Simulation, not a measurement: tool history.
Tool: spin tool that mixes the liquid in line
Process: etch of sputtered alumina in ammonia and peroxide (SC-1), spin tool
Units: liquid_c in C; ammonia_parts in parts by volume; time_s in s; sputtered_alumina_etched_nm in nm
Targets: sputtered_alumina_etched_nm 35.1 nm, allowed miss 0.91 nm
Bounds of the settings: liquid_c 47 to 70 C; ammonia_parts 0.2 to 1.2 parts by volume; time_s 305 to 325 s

{"run": 1, "hour": 0.0, "liquid_c": 63, "ammonia_parts": 0.75, "time_s": 305, "sputtered_alumina_etched_nm": 44.167}
{"run": 2, "hour": 0.7, "liquid_c": 62, "ammonia_parts": 0.75, "time_s": 305, "sputtered_alumina_etched_nm": 42.955}
{"run": 3, "hour": 9.3, "liquid_c": 62, "ammonia_parts": 0.75, "time_s": 325, "sputtered_alumina_etched_nm": 45.133}
{"run": 4, "hour": 17.8, "liquid_c": 60.5, "ammonia_parts": 0.75, "time_s": 325, "sputtered_alumina_etched_nm": 41.86}
{"run": 5, "hour": 24.9, "liquid_c": 59.5, "ammonia_parts": 0.75, "time_s": 325, "sputtered_alumina_etched_nm": 39.421}
{"run": 6, "hour": 33.7, "liquid_c": 59, "ammonia_parts": 0.75, "time_s": 325, "sputtered_alumina_etched_nm": 38.691}
{"run": 7, "hour": 41.9, "liquid_c": 58.5, "ammonia_parts": 0.75, "time_s": 325, "sputtered_alumina_etched_nm": 37.397}
{"run": 8, "hour": 47.9, "liquid_c": 58, "ammonia_parts": 0.75, "time_s": 325, "sputtered_alumina_etched_nm": 36.3}

5 next moves are on the table. One of them brings every result within its allowed miss. Which?
{"run": "A", "hour": 53.9, "liquid_c": 60, "ammonia_parts": 0.75, "time_s": 305, "sputtered_alumina_etched_nm": "?"}
{"run": "B", "hour": 53.9, "liquid_c": 57.5, "ammonia_parts": 0.7, "time_s": 320, "sputtered_alumina_etched_nm": "?"}
{"run": "C", "hour": 53.9, "liquid_c": 58.5, "ammonia_parts": 1.1, "time_s": 305, "sputtered_alumina_etched_nm": "?"}
{"run": "D", "hour": 53.9, "liquid_c": 59, "ammonia_parts": 0.75, "time_s": 325, "sputtered_alumina_etched_nm": "?"}
{"run": "E", "hour": 53.9, "liquid_c": 59.5, "ammonia_parts": 0.65, "time_s": 315, "sputtered_alumina_etched_nm": "?"}

move=A sputtered_alumina_etched_nm=38.183
move=B sputtered_alumina_etched_nm=34.969
move=C sputtered_alumina_etched_nm=36.645
move=D sputtered_alumina_etched_nm=38.645
move=E sputtered_alumina_etched_nm=37.918
A: further off than the last run
B: meets every target
C: further off than the last run
D: further off than the last run
E: further off than the last run
Move B is the one to make.
